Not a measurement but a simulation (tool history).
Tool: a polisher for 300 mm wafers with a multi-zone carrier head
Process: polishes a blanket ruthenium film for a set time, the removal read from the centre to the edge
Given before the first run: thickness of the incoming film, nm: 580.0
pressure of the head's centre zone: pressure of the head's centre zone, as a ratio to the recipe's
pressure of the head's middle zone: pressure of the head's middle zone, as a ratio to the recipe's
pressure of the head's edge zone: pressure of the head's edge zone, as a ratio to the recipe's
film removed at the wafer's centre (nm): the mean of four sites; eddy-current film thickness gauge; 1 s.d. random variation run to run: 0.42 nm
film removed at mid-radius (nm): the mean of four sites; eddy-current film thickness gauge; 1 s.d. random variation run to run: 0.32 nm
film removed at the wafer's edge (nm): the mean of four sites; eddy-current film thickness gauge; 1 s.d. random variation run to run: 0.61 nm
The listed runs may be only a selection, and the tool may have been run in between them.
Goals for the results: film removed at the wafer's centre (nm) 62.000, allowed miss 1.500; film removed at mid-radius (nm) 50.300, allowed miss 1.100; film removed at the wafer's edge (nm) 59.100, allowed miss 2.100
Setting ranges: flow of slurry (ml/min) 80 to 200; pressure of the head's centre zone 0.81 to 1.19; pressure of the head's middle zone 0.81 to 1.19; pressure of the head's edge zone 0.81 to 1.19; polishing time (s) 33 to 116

| run | hour | flow of slurry (ml/min) | pressure of the head's centre zone | pressure of the head's middle zone | pressure of the head's edge zone | polishing time (s) | film removed at the wafer's centre (nm) | film removed at mid-radius (nm) | film removed at the wafer's edge (nm) |
|---|---|---|---|---|---|---|---|---|---|
| 1 | 0.0 | 130 | 1.00 | 1.00 | 1.00 | 74 | 75.634 | 76.337 | 76.797 |
| 2 | 3.1 | 125 | 1.01 | 0.97 | 0.99 | 72 | 74.010 | 71.890 | 73.271 |
| 3 | 10.6 | 120 | 1.02 | 0.95 | 0.99 | 70 | 72.231 | 68.199 | 71.856 |
| 4 | 17.6 | 115 | 1.02 | 0.93 | 0.98 | 69 | 69.937 | 65.284 | 68.776 |
| 5 | 21.6 | 115 | 1.02 | 0.90 | 0.98 | 69 | 70.024 | 63.130 | 69.806 |
| 6 | 24.0 | 110 | 1.02 | 0.89 | 0.97 | 68 | 67.216 | 62.189 | 67.117 |
| 7 | 32.0 | 110 | 1.03 | 0.88 | 0.97 | 67 | 67.757 | 59.978 | 66.349 |
| 8 | 37.0 | 105 | 1.03 | 0.87 | 0.97 | 66 | 66.116 | 58.305 | 65.329 |
| 9 | 40.4 | 100 | 1.04 | 0.86 | 0.97 | 65 | 63.030 | 56.141 | 63.652 |
| 10 | 46.4 | 100 | 1.05 | 0.85 | 0.96 | 65 | 64.244 | 55.196 | 62.746 |
| 11 | 51.0 | 95 | 1.06 | 0.84 | 0.96 | 65 | 64.243 | 53.571 | 62.536 |
| 12 | 53.2 | 95 | 1.06 | 0.84 | 0.95 | 65 | 63.031 | 53.278 | 61.855 |

4 next moves are on the table. One of them brings every result within its allowed miss. Which?
| A | 55.4 | 80 | 1.15 | 0.89 | 1.01 | 63 | ? | ? | ? |
| B | 55.4 | 80 | 1.14 | 0.81 | 1.00 | 63 | ? | ? | ? |
| C | 55.4 | 100 | 1.01 | 0.96 | 0.86 | 64 | ? | ? | ? |
| D | 55.4 | 90 | 1.13 | 0.81 | 1.03 | 60 | ? | ? | ? |

| move | film removed at the wafer's centre (nm) | film removed at mid-radius (nm) | film removed at the wafer's edge (nm) |
|---|---|---|---|
| A | 61.524 | 50.731 | 59.075 |
| B | 60.955 | 47.450 | 58.847 |
| C | 60.454 | 59.243 | 58.740 |
| D | 60.775 | 47.356 | 58.599 |
A: all results land within tolerance of their targets
B: carries the result that was furthest off beyond its target, to the other side
C: further off than the last run
D: carries the result that was furthest off beyond its target, to the other side
So the answer is move A, the one that meets all the targets.

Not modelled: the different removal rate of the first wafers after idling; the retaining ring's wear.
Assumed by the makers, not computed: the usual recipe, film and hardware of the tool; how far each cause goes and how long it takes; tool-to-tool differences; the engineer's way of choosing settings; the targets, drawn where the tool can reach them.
